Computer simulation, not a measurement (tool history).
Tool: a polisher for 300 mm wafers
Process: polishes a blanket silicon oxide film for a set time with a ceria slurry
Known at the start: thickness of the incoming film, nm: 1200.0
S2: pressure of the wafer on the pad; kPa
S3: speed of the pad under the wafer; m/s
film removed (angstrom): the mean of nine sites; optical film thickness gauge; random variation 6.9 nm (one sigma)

{"run": 1, "hour": 0.0, "flow of slurry (ml/min)": 275, "S2": 18.6, "S3": 1.42, "polishing time (s)": 108, "film removed (angstrom)": 6740.1}
{"run": 2, "hour": 8.5, "flow of slurry (ml/min)": 230, "S2": 18.6, "S3": 1.42, "polishing time (s)": 108, "film removed (angstrom)": 6436.7}
{"run": 3, "hour": 11.8, "flow of slurry (ml/min)": 225, "S2": 18.6, "S3": 1.42, "polishing time (s)": 108, "film removed (angstrom)": 6581}
{"run": 4, "hour": 13.9, "flow of slurry (ml/min)": 225, "S2": 17.9, "S3": 1.42, "polishing time (s)": 108, "film removed (angstrom)": 6332.5}
{"run": 5, "hour": 14.9, "flow of slurry (ml/min)": 225, "S2": 17.9, "S3": 1.64, "polishing time (s)": 108, "film removed (angstrom)": 7414}
{"run": 6, "hour": 22.4, "flow of slurry (ml/min)": 225, "S2": 17.2, "S3": 1.64, "polishing time (s)": 108, "film removed (angstrom)": 7142.9}

Run 7 comes next. What will it give?
{"run": 7, "hour": 23.9, "flow of slurry (ml/min)": 225, "S2": 16.5, "S3": 1.64, "polishing time (s)": 108, "film removed (angstrom)": "?"}

Run 7 gave film removed (angstrom) 6846.7.
